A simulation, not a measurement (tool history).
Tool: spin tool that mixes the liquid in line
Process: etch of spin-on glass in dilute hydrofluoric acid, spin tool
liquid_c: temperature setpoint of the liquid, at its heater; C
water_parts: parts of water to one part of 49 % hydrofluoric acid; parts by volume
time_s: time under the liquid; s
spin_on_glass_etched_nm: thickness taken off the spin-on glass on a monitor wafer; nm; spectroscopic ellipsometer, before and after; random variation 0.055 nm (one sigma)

| run | day | liquid_c | water_parts | time_s | spin_on_glass_etched_nm |
|---|---|---|---|---|---|
| 1 | 0 | 25 | 105 | 60 | 15.231 |
| 2 | 0.038 | 25.5 | 105 | 60 | 15.579 |
| 3 | 0.217 | 26 | 105 | 60 | 15.907 |
| 4 | 0.258 | 26 | 105 | 35 | 9.2674 |
| 5 | 0.321 | 22.5 | 105 | 35 | 8.0117 |
|  | 0.458 | thermometer replaced |
| 6 | 0.458 | 22.5 | 90 | 35 | 10.178 |
| 7 | 0.621 | 23.5 | 90 | 35 | 10.599 |
| 8 | 0.821 | 24.5 | 90 | 35 | 10.979 |
| 9 | 1.071 | 25.5 | 90 | 35 | 11.539 |

The next listed run, before its measurement:
| 10 | 1.121 | 26.5 | 90 | 35 | ? |

spin_on_glass_etched_nm: 11.916 nm

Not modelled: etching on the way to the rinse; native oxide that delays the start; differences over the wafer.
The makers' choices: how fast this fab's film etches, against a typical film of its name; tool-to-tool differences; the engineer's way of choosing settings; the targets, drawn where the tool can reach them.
